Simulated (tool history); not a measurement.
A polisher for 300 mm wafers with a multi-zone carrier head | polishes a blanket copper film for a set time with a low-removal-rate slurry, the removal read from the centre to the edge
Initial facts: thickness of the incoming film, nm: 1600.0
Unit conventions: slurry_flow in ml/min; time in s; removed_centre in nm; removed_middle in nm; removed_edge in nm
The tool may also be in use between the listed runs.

run,hour,slurry_flow,centre_zone,middle_zone,edge_zone,slurry_solids,time,removed_centre,removed_middle,removed_edge
1,0,180,1,1,1,1,38,163.99,164.68,168.19
2,3.6,180,1,1,1,0.85,38,153.21,157.27,161.23
3,12.7,135,1,1,1,0.85,38,148.75,151.53,155
4,18.3,135,1.07,1,1,0.85,38,159.2,149.67,154.24
5,24.8,135,1.07,1,1.08,0.85,38,159.03,149.87,160.6
6,32.6,135,1.07,1,1.08,0.85,46,191.23,186.49,194.54
7,35.2,130,1.03,0.96,1.08,0.75,46,176.23,169.25,186.12
8,40.9,125,0.98,0.93,1.07,0.7,46,163.78,160.9,177.68
9,49.9,120,0.95,0.91,1.09,0.7,46,155.89,159.17,181.39

Run 10, settings as shown, results not yet in. Your forecast:
10,56.2,120,0.93,0.89,1.08,0.7,46,?,?,?

removed_centre: 151.67 nm
removed_middle: 157.07 nm
removed_edge: 181.27 nm

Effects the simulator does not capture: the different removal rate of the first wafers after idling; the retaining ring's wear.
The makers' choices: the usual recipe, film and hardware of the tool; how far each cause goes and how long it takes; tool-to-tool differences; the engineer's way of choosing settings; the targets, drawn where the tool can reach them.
